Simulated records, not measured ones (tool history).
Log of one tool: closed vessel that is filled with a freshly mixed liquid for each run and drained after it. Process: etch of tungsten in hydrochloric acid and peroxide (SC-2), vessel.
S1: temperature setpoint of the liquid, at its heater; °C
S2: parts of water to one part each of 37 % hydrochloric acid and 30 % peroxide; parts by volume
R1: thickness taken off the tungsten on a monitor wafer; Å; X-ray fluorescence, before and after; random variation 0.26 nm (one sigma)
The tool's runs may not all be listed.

run 1 hour=0.0 | S1=50.0 S2=7.0 time_in_the_liquid_(s)=165 | R1=841.61
run 2 hour=5.7 | S1=47.5 S2=7.0 time_in_the_liquid_(s)=165 | R1=701.35
run 3 hour=9.3 | S1=50.5 S2=7.0 time_in_the_liquid_(s)=165 | R1=866.62
run 4 hour=13.9 | S1=50.5 S2=7.0 time_in_the_liquid_(s)=165 | R1=862.62
run 5 hour=18.8 | S1=56.0 S2=7.0 time_in_the_liquid_(s)=165 | R1=1239.70
run 6 hour=24.2 | S1=52.5 S2=7.0 time_in_the_liquid_(s)=165 | R1=983.21
run 7 hour=29.7 | S1=49.5 S2=7.0 time_in_the_liquid_(s)=165 | R1=816.00
run 8 hour=36.8 | S1=47.0 S2=7.0 time_in_the_liquid_(s)=165 | R1=681.22
run 9 hour=45.4 | S1=45.0 S2=7.0 time_in_the_liquid_(s)=165 | R1=592.44
run 10 hour=54.7 | S1=43.5 S2=7.0 time_in_the_liquid_(s)=165 | R1=543.85
run 11 hour=60.9 | S1=42.0 S2=7.0 time_in_the_liquid_(s)=165 | R1=481.47
run 12 hour=68.4 | S1=41.0 S2=7.0 time_in_the_liquid_(s)=165 | R1=446.11
run 13 hour=77.3 | S1=41.0 S2=7.0 time_in_the_liquid_(s)=165 | R1=447.79
run 14 hour=82.2 | S1=40.5 S2=7.0 time_in_the_liquid_(s)=165 | R1=440.46
run 15 hour=88.3 | S1=40.0 S2=7.0 time_in_the_liquid_(s)=165 | R1=424.56

Run 16 comes next. What will it give?
run 16 hour=90.1 | S1=39.5 S2=7.0 time_in_the_liquid_(s)=165 | R1=?

Run 16 gave R1 400.60 Å.

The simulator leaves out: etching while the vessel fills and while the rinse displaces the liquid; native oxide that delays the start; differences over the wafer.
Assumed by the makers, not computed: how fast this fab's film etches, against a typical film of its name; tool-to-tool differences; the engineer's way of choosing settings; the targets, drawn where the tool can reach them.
